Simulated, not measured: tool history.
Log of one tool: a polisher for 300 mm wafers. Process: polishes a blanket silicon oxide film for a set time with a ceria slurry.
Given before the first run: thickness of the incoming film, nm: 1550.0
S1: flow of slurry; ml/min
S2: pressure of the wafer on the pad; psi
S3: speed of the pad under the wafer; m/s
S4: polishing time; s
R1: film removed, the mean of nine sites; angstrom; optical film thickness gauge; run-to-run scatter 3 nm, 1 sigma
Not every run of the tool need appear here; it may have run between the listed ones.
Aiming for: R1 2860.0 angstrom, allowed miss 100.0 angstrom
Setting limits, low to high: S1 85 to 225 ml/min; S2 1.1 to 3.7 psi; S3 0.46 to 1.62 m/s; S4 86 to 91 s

run 1 day=0.000 | S1=145 S2=2.4 S3=1.04 S4=86 | R1=3217.0
run 2 day=0.129 | S1=170 S2=2.4 S3=1.04 S4=86 | R1=3364.5
run 3 day=0.196 | S1=170 S2=2.9 S3=1.04 S4=86 | R1=3978.3
run 4 day=0.492 | S1=170 S2=2.9 S3=1.22 S4=86 | R1=4588.0
run 5 day=0.596 | S1=160 S2=2.6 S3=1.20 S4=86 | R1=4024.5
run 6 day=0.754 | S1=150 S2=2.4 S3=1.20 S4=86 | R1=3629.2
run 7 day=1.021 | S1=140 S2=2.3 S3=1.20 S4=86 | R1=3450.1
run 8 day=1.179 | S1=130 S2=2.2 S3=1.20 S4=86 | R1=3289.5

Of the 4 settings listed for the next run, only one would bring every result within its allowed miss of target. Which one?
run A day=1.338 | S1=120 S2=2.0 S3=0.94 S4=86 | R1=?
run B day=1.338 | S1=125 S2=1.7 S3=1.46 S4=91 | R1=?
run C day=1.338 | S1=100 S2=1.7 S3=1.32 S4=86 | R1=?
run D day=1.338 | S1=90 S2=2.1 S3=1.26 S4=86 | R1=?

move=A R1=2478.2
move=B R1=3058.0
move=C R1=2535.7
move=D R1=2909.1
A: moves the result that the last run missed by most past its target, out the other side
B: gains on the last run, yet a result remains outside its allowed miss
C: moves the result that the last run missed by most past its target, out the other side
D: every result within its allowed miss
Answer: D

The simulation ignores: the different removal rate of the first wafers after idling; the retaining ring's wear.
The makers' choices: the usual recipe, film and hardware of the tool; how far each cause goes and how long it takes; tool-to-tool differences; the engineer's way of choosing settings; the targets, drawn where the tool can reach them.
